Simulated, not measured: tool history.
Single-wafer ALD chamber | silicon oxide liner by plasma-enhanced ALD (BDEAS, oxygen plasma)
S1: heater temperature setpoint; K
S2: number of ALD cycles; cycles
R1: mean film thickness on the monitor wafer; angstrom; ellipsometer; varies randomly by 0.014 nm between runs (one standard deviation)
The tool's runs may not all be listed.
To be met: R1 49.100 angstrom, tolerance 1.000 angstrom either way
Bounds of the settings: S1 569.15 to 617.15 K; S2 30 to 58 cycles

{"run": 1, "hour": 0.0, "S1": 593.15, "S2": 44, "R1": 41.69}
{"run": 2, "hour": 1.2, "S1": 593.15, "S2": 45, "R1": 42.465}
{"run": 3, "hour": 4.9, "S1": 593.15, "S2": 41, "R1": 38.946}
{"run": 4, "hour": 13.8, "S1": 593.15, "S2": 43, "R1": 40.554}
{"hour": 16.0, "done": "thermocouple changed; heater temperature recalibrated"}
{"run": 5, "hour": 16.0, "S1": 601.15, "S2": 43, "R1": 39.531}
{"run": 6, "hour": 21.4, "S1": 601.15, "S2": 39, "R1": 36.298}
{"run": 7, "hour": 22.0, "S1": 599.15, "S2": 41, "R1": 38.068}
{"run": 8, "hour": 24.7, "S1": 597.15, "S2": 42, "R1": 39.247}
{"run": 9, "hour": 26.3, "S1": 595.15, "S2": 43, "R1": 40.058}

Which of these 4 next moves meets every target?
{"run": "A", "hour": 27.9, "S1": 595.15, "S2": 55, "R1": "?"}
{"run": "B", "hour": 27.9, "S1": 600.15, "S2": 55, "R1": "?"}
{"run": "C", "hour": 27.9, "S1": 594.15, "S2": 37, "R1": "?"}
{"run": "D", "hour": 27.9, "S1": 584.15, "S2": 52, "R1": "?"}

move=A R1=51.342
move=B R1=50.919
move=C R1=34.596
move=D R1=49.419
A: pushes the last run's worst result past its target
B: pushes the last run's worst result past its target
C: moves away from the targets compared with the last run
D: each result inside its tolerance
Correct choice: D, which meets every target
